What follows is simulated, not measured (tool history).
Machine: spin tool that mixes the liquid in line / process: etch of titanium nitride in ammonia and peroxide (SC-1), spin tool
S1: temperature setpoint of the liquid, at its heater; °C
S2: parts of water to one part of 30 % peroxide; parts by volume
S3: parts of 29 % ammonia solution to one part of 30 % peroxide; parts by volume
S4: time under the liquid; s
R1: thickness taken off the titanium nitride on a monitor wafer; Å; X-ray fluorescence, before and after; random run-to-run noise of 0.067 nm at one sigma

| run | day | S1 | S2 | S3 | S4 | R1 |
|---|---|---|---|---|---|---|
| 1 | 0.000 | 57.0 | 6.5 | 0.45 | 100 | 61.054 |
| 2 | 0.092 | 57.0 | 5.0 | 0.45 | 100 | 68.265 |
| 3 | 0.417 | 57.0 | 6.5 | 0.45 | 100 | 60.687 |
| 4 | 0.675 | 57.0 | 8.5 | 0.45 | 100 | 52.819 |
| 5 | 0.733 | 59.0 | 8.5 | 0.45 | 100 | 60.337 |
| 6 | 0.858 | 61.0 | 8.5 | 0.45 | 100 | 68.296 |

For run 7, what comes out?
| 7 | 1.129 | 62.5 | 8.5 | 0.45 | 100 | ? |

{"run 7": {"R1": 75.73}}
